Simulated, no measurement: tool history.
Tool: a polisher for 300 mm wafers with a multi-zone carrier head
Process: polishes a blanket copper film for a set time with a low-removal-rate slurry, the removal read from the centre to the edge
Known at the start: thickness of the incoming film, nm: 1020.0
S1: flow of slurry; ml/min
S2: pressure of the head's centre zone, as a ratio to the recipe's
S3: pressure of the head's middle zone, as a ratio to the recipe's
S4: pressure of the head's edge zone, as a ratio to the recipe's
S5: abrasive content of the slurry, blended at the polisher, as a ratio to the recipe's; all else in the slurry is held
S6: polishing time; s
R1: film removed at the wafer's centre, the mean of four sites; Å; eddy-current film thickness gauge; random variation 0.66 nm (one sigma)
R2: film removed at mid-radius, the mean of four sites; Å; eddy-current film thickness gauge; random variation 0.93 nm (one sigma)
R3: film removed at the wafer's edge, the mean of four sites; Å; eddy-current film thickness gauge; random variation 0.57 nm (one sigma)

run 1 hour=0 | S1=230 S2=1 S3=1 S4=1 S5=1 S6=31 | R1=592.35 R2=602.35 R3=616.12
run 2 hour=5.4 | S1=230 S2=1 S3=1 S4=1 S5=1 S6=28 | R1=544.14 R2=551.88 R3=550.3
run 3 hour=8 | S1=230 S2=1.05 S3=1 S4=1 S5=1 S6=28 | R1=557.58 R2=551.52 R3=549.85
run 4 hour=12.9 | S1=230 S2=1.05 S3=1 S4=1 S5=0.8 S6=28 | R1=525.71 R2=513.86 R3=520.93
run 5 hour=13.8 | S1=230 S2=1.05 S3=1 S4=1 S5=0.8 S6=33 | R1=617.8 R2=585.73 R3=620.34
run 6 hour=19.4 | S1=280 S2=1.05 S3=1 S4=1 S5=0.8 S6=33 | R1=632.41 R2=609.13 R3=621.46
run 7 hour=22.6 | S1=275 S2=1.06 S3=1 S4=1.04 S5=0.9 S6=33 | R1=658.38 R2=642.76 R3=654.7
run 8 hour=24.1 | S1=270 S2=1.08 S3=0.99 S4=1.08 S5=0.95 S6=33 | R1=678.82 R2=645.56 R3=676.19

The next listed run, before its measurement:
run 9 hour=30.8 | S1=270 S2=1.09 S3=0.99 S4=1.11 S5=1 S6=33 | R1=? R2=? R3=?

R1: 697.52 Å
R2: 631.6 Å
R3: 692.37 Å
